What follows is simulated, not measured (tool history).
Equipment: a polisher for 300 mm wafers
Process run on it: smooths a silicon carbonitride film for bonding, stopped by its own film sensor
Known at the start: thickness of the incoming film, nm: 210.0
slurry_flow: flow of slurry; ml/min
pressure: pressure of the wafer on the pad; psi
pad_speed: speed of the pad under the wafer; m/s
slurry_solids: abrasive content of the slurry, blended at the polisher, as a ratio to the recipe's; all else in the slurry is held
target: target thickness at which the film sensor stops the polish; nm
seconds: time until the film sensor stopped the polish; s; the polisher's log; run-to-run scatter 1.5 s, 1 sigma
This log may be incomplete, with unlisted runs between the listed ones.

Run 1, hour 0: slurry_flow 270 ml/min, pressure 2.1 psi, pad_speed 0.94 m/s, slurry_solids 1, target 199 nm. Result: seconds 52.524 s.
Run 2, hour 3.8: slurry_flow 270 ml/min, pressure 1.8 psi, pad_speed 0.9 m/s, slurry_solids 1, target 199 nm. Result: seconds 60.05 s.
Run 3, hour 12.7: slurry_flow 320 ml/min, pressure 1.8 psi, pad_speed 0.9 m/s, slurry_solids 1, target 199 nm. Result: seconds 58.372 s.
Run 4, hour 18.8: slurry_flow 320 ml/min, pressure 2.2 psi, pad_speed 0.9 m/s, slurry_solids 1, target 199 nm. Result: seconds 50.548 s.
Run 5, hour 27: slurry_flow 320 ml/min, pressure 1.9 psi, pad_speed 0.82 m/s, slurry_solids 1, target 199 nm. Result: seconds 61.687 s.
Run 6, hour 28.3: slurry_flow 360 ml/min, pressure 1.9 psi, pad_speed 0.82 m/s, slurry_solids 1, target 199 nm. Result: seconds 60.965 s.
Run 7, hour 31.2: slurry_flow 360 ml/min, pressure 1.3 psi, pad_speed 0.74 m/s, slurry_solids 1, target 199 nm. Result: seconds 83.036 s.

Run 8, settings as shown, results not yet in. Your forecast:
Run 8, hour 39.5: slurry_flow 360 ml/min, pressure 1.2 psi, pad_speed 0.72 m/s, slurry_solids 1, target 199 nm. Result: seconds ?.

seconds: 87.549 s

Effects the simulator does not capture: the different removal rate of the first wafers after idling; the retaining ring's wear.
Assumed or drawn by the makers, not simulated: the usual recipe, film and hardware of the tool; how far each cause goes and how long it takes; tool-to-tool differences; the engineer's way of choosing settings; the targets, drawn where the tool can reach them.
